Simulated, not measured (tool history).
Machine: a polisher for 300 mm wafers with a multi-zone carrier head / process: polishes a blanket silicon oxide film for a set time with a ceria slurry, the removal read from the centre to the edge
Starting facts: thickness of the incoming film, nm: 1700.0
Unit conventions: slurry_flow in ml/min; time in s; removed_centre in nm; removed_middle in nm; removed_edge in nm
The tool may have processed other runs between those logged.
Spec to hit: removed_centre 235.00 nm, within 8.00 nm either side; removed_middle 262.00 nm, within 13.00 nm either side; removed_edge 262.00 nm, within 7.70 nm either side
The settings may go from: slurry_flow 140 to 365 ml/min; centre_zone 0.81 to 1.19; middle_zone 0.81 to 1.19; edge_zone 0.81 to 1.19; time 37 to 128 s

run	hour	slurry_flow	centre_zone	middle_zone	edge_zone	time	removed_centre	removed_middle	removed_edge
1	0.0	235	1.00	1.00	1.00	82	474.68	485.90	462.98
2	3.1	235	1.00	1.05	1.00	82	476.68	496.09	474.86
3	9.2	235	1.00	1.05	1.00	63	363.50	380.72	353.02
4	17.8	200	1.00	1.05	1.00	63	353.43	389.38	350.60
5	20.9	210	0.97	1.02	1.00	59	323.62	351.65	332.98
6	23.4	210	0.97	0.98	1.00	59	331.18	331.24	330.51
7	29.4	205	0.94	0.97	0.98	57	305.10	324.79	317.71
8	32.8	205	0.92	0.95	0.96	55	281.73	302.87	306.65
9	39.4	200	0.92	0.95	0.94	54	287.27	303.56	298.65
10	41.6	190	0.82	0.91	0.92	42	196.04	223.88	224.82
# hour 43.2: edge zone pressure recalibrated
11	43.2	190	0.82	0.91	0.92	42	194.44	225.47	236.70
12	47.8	200	0.83	0.92	0.93	42	194.94	225.72	241.40
13	50.1	205	0.85	0.93	0.93	42	197.69	224.63	243.29
14	55.9	200	0.86	0.94	0.94	42	205.83	234.99	241.60
15	64.0	205	0.87	0.95	0.95	42	205.76	238.43	240.90
16	72.1	210	0.88	0.95	0.95	42	211.08	238.15	241.71
17	79.9	210	0.89	0.96	0.96	43	220.62	243.37	251.30
18	81.2	210	0.89	0.97	0.96	43	217.72	242.31	254.47

Pick the move, out of 4, that brings all results within their allowed miss; only one does.
A	82.5	155	0.92	0.99	0.94	47	?	?	?
B	82.5	150	0.82	0.98	0.88	46	?	?	?
C	82.5	365	0.95	0.89	1.05	42	?	?	?
D	82.5	140	1.00	0.95	0.82	46	?	?	?

move	removed_centre	removed_middle	removed_edge
A	239.42	260.12	259.26
B	207.53	251.39	245.35
C	244.61	232.98	261.98
D	250.57	242.24	236.10
A: each result inside its tolerance
B: its largest miss is bigger than the last run's
C: takes the result that was furthest off past its target
D: takes the result that was furthest off past its target
Answer: A
